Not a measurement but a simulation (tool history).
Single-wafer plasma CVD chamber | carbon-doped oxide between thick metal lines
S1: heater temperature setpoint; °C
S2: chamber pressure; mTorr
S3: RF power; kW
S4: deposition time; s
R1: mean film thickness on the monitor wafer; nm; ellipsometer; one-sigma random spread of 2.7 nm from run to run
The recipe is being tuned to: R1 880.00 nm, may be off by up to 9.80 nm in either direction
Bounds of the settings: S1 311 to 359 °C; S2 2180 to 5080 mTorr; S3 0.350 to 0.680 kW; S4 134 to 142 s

run 1 hour=0.0 | S1=335 S2=3630 S3=0.515 S4=142 | R1=749.70
run 2 hour=1.8 | S1=335 S2=3630 S3=0.515 S4=134 | R1=713.34
run 3 hour=3.2 | S1=335 S2=3630 S3=0.445 S4=134 | R1=651.01
run 4 hour=7.5 | S1=340 S2=3630 S3=0.445 S4=134 | R1=641.50
run 5 hour=10.8 | S1=340 S2=3630 S3=0.405 S4=134 | R1=600.94
run 6 hour=14.7 | S1=333 S2=3980 S3=0.455 S4=134 | R1=672.80
run 7 hour=21.2 | S1=328 S2=4260 S3=0.490 S4=134 | R1=717.63
run 8 hour=22.9 | S1=324 S2=4430 S3=0.520 S4=134 | R1=767.00

Pick the move, out of 5, that brings all results within their allowed miss; only one does.
run A hour=24.6 | S1=313 S2=5060 S3=0.465 S4=138 | R1=?
run B hour=24.6 | S1=311 S2=4270 S3=0.570 S4=140 | R1=?
run C hour=24.6 | S1=324 S2=4070 S3=0.450 S4=136 | R1=?
run D hour=24.6 | S1=318 S2=4270 S3=0.530 S4=138 | R1=?
run E hour=24.6 | S1=325 S2=4340 S3=0.540 S4=142 | R1=?

move=A R1=786.73
move=B R1=878.61
move=C R1=702.67
move=D R1=806.96
move=E R1=817.46
A: better than the last run, though not everything is in spec
B: meets every target
C: further off than the last run
D: better than the last run, though not everything is in spec
E: better than the last run, though not everything is in spec
B meets every target.
